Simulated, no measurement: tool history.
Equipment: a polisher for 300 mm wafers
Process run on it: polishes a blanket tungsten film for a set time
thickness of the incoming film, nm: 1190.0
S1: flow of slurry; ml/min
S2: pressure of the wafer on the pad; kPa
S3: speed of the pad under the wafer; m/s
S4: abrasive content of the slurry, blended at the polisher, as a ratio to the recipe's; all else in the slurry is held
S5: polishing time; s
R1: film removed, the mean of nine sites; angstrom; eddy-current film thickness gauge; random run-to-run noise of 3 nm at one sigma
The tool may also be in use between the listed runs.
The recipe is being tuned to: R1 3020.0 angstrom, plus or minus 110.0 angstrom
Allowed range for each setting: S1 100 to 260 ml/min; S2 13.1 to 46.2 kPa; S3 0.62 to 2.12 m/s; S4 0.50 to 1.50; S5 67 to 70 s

run	hour	S1	S2	S3	S4	S5	R1
1	0.0	165	29.6	1.36	1.00	67	4135.1
2	8.8	185	29.6	1.36	1.00	67	4208.9
3	9.8	220	29.6	1.36	1.00	67	4357.7
4	12.9	220	29.6	1.36	1.10	67	4451.5
5	19.6	180	29.6	1.36	1.10	67	4209.6
6	26.0	180	25.5	1.36	1.10	67	3694.5
7	33.6	175	24.1	1.36	1.10	67	3505.8
8	38.5	170	22.8	1.36	1.10	67	3321.7
9	44.7	165	22.1	1.36	1.10	67	3195.2
10	49.1	160	22.1	1.36	1.10	67	3184.5

Which one of the following 4 next-run settings gets every result inside its allowed miss? There is exactly one.
A	53.5	165	20.7	1.28	0.95	67	?
B	53.5	155	21.4	1.14	1.25	67	?
C	53.5	125	20.0	1.42	1.05	67	?
D	53.5	180	20.0	1.46	0.85	67	?

move	R1
A	2799.6
B	2720.1
C	2846.6
D	3020.9
A: takes the biggest miss from the last run beyond its target
B: takes the biggest miss from the last run beyond its target
C: takes the biggest miss from the last run beyond its target
D: meets every target
Answer: D
